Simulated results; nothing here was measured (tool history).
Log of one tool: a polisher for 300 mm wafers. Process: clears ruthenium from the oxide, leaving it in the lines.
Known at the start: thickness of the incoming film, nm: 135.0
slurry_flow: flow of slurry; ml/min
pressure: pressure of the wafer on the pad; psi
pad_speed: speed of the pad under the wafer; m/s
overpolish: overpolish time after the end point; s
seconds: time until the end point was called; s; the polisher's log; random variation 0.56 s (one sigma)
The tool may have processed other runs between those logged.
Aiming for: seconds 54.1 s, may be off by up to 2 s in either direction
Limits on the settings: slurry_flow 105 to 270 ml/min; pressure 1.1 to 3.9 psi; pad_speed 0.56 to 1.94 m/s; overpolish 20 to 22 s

run,hour,slurry_flow,pressure,pad_speed,overpolish,seconds
1,0,175,2.5,1.24,20,95.798
2,5.1,175,2.5,1.42,20,85.352
3,9.1,195,2.5,1.42,20,84.248
4,13.4,180,2.5,1.42,20,86.287
5,20.9,210,2.5,1.42,20,83.891
6,22.2,210,2.5,1.42,22,83.801
7,24.2,210,2.8,1.42,22,74.554
8,26.1,210,3,1.42,22,70.743
9,27.9,210,3.2,1.42,22,66.754
10,33.2,210,3.3,1.42,22,63.881
11,40,210,3.4,1.42,22,60.831
12,40.8,210,3.5,1.42,22,60.151
13,41.4,210,3.6,1.42,22,59.759
14,47,210,3.7,1.42,22,56.198

Below are 5 possible settings for the next run. Only one of them brings all results inside the allowed miss of their targets. Which is it?
A,52.6,190,3.8,1.32,21,?
B,52.6,200,3.4,1.54,22,?
C,52.6,190,3.8,1.5,20,?
D,52.6,145,3.9,1.28,22,?
E,52.6,210,3.6,1.44,22,?

move,seconds
A,59.508
B,57.429
C,53.129
D,62.513
E,57.27
A: its largest miss is bigger than the last run's
B: its largest miss is bigger than the last run's
C: every result lands within tolerance
D: its largest miss is bigger than the last run's
E: its largest miss is bigger than the last run's
So the answer is move C, the one that meets all the targets.
